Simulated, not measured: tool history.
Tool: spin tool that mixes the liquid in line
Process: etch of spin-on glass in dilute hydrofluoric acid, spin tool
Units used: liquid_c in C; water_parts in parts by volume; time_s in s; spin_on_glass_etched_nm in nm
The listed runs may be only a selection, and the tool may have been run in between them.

run,hour,liquid_c,water_parts,time_s,spin_on_glass_etched_nm
1,0,24,290,285,45.113
2,1.1,22.5,315,285,38.258
3,2.5,21.5,335,285,34.233
4,7.6,20.5,350,285,31.321
5,12.8,22,350,285,33.041
6,21.6,22,350,305,35.373
7,22.2,18,435,305,22.98
# hour 27.4: hydrofluoric acid flow meter replaced
8,27.4,17.5,440,305,20.602
9,31.4,18,440,305,20.801

What does the tool deliver on the next run?
10,37.2,18.5,440,305,?

{"run 10": {"spin_on_glass_etched_nm": 21.267}}
